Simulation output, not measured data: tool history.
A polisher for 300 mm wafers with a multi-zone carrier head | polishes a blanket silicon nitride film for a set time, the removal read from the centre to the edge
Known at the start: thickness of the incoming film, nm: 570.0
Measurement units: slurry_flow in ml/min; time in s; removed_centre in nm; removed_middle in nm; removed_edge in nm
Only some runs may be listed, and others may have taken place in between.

{"run": 1, "hour": 0.0, "slurry_flow": 225, "centre_zone": 1.0, "middle_zone": 1.0, "edge_zone": 1.0, "time": 50, "removed_centre": 53.572, "removed_middle": 46.562, "removed_edge": 48.299}
{"run": 2, "hour": 3.5, "slurry_flow": 190, "centre_zone": 1.0, "middle_zone": 1.0, "edge_zone": 1.0, "time": 50, "removed_centre": 52.153, "removed_middle": 46.495, "removed_edge": 46.942}
{"run": 3, "hour": 6.6, "slurry_flow": 190, "centre_zone": 1.05, "middle_zone": 1.0, "edge_zone": 1.0, "time": 50, "removed_centre": 54.149, "removed_middle": 46.674, "removed_edge": 46.857}
{"run": 4, "hour": 10.2, "slurry_flow": 190, "centre_zone": 1.05, "middle_zone": 1.0, "edge_zone": 1.05, "time": 50, "removed_centre": 54.411, "removed_middle": 46.819, "removed_edge": 49.067}
{"run": 5, "hour": 12.0, "slurry_flow": 180, "centre_zone": 1.0, "middle_zone": 1.02, "edge_zone": 1.06, "time": 46, "removed_centre": 47.842, "removed_middle": 43.125, "removed_edge": 44.728}
{"run": 6, "hour": 13.9, "slurry_flow": 170, "centre_zone": 0.96, "middle_zone": 1.05, "edge_zone": 1.08, "time": 43, "removed_centre": 42.794, "removed_middle": 41.075, "removed_edge": 41.342}
{"run": 7, "hour": 19.2, "slurry_flow": 170, "centre_zone": 0.96, "middle_zone": 1.05, "edge_zone": 1.08, "time": 43, "removed_centre": 42.859, "removed_middle": 40.862, "removed_edge": 43.047}
{"run": 8, "hour": 24.8, "slurry_flow": 165, "centre_zone": 0.93, "middle_zone": 1.07, "edge_zone": 1.07, "time": 41, "removed_centre": 39.372, "removed_middle": 39.599, "removed_edge": 39.47}
{"run": 9, "hour": 28.2, "slurry_flow": 160, "centre_zone": 0.9, "middle_zone": 1.08, "edge_zone": 1.08, "time": 39, "removed_centre": 36.289, "removed_middle": 38.398, "removed_edge": 37.589}
{"run": 10, "hour": 36.8, "slurry_flow": 160, "centre_zone": 0.9, "middle_zone": 1.08, "edge_zone": 1.08, "time": 39, "removed_centre": 36.246, "removed_middle": 38.213, "removed_edge": 37.659}
{"run": 11, "hour": 44.6, "slurry_flow": 155, "centre_zone": 0.88, "middle_zone": 1.08, "edge_zone": 1.08, "time": 38, "removed_centre": 33.903, "removed_middle": 36.852, "removed_edge": 36.317}

Run 12 is up next; what results do you expect?
{"run": 12, "hour": 50.8, "slurry_flow": 155, "centre_zone": 0.88, "middle_zone": 1.08, "edge_zone": 1.08, "time": 38, "removed_centre": "?", "removed_middle": "?", "removed_edge": "?"}

Run 12 measured removed_centre 34.855 nm, removed_middle 37.651 nm, removed_edge 36.674 nm.
